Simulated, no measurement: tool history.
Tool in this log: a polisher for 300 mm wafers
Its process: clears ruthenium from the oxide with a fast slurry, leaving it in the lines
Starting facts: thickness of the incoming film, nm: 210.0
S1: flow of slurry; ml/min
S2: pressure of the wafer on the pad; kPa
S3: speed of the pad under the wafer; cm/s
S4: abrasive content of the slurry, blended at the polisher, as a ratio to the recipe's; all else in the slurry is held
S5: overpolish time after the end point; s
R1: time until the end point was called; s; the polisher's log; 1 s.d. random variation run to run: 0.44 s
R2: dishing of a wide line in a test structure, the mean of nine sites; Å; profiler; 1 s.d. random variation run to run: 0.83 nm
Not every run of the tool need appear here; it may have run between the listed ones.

| run | hour | S1 | S2 | S3 | S4 | S5 | R1 | R2 |
|---|---|---|---|---|---|---|---|---|
| 1 | 0 | 250 | 20 | 90 | 1 | 13 | 58.534 | 389.31 |
| 2 | 8.2 | 250 | 20 | 72 | 1 | 13 | 67.892 | 333.88 |
| 3 | 14 | 295 | 20 | 72 | 1 | 13 | 66.414 | 333.35 |
| 4 | 20.1 | 295 | 20 | 72 | 1.2 | 13 | 62.505 | 342.93 |
| 5 | 26.2 | 300 | 22.8 | 72 | 1.2 | 11 | 55.898 | 343.94 |
| 6 | 26.9 | 300 | 22.8 | 72 | 1.2 | 15 | 53.985 | 431.47 |
| 7 | 28.3 | 310 | 24.8 | 74 | 1.25 | 12 | 48.353 | 400.45 |
| 8 | 34.6 | 310 | 24.8 | 74 | 1.25 | 12 | 48.187 | 400.14 |
| 9 | 42.9 | 315 | 26.2 | 76 | 1.25 | 10 | 45.135 | 354.51 |

Run 10 has not been measured yet. What should we expect?
|  | 51 | head pressure recalibrated |
| 10 | 51 | 315 | 27.6 | 78 | 1.25 | 9 | ? | ? |

Run 10 gave R1 39.078 s, R2 388.09 Å.

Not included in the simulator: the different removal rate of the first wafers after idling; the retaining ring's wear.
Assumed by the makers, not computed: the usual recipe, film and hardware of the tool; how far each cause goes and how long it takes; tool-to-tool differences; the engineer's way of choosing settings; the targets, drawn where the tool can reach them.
